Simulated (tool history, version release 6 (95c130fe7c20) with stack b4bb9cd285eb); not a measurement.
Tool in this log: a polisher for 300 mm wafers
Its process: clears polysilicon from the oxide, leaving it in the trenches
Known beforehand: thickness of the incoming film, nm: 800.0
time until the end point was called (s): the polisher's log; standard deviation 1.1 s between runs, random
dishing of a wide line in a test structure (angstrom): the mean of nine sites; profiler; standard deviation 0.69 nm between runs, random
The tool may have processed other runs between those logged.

run  hour  flow of slurry (ml/min)  pressure of the wafer on the pad (psi)  speed of the pad under the wafer (cm/s)  overpolish time after the end point (s)  time until the end point was called (s)  dishing of a wide line in a test structure (angstrom)
  1   0.0                      185                                     2.0                                       78                                       13                                   97.943                                                 447.39
  2   4.2                      145                                     2.0                                       78                                       13                                  103.240                                                 453.97
  3  10.7                      145                                     1.6                                       78                                       13                                  117.480                                                 429.13
  4  14.0                      150                                     2.0                                       82                                       12                                   99.120                                                 447.78
  5  18.5                      160                                     2.3                                       86                                       12                                   82.983                                                 459.24
  6  22.8                      160                                     2.3                                       86                                       14                                   80.642                                                 476.85
  7  25.9                      160                                     2.5                                       88                                       14                                   78.877                                                 489.34

Run 8 is up next; what results do you expect?
  8  32.5                      165                                     2.7                                       90                                       14                                        ?                                                      ?

time until the end point was called (s): 71.904
dishing of a wide line in a test structure (angstrom): 484.61

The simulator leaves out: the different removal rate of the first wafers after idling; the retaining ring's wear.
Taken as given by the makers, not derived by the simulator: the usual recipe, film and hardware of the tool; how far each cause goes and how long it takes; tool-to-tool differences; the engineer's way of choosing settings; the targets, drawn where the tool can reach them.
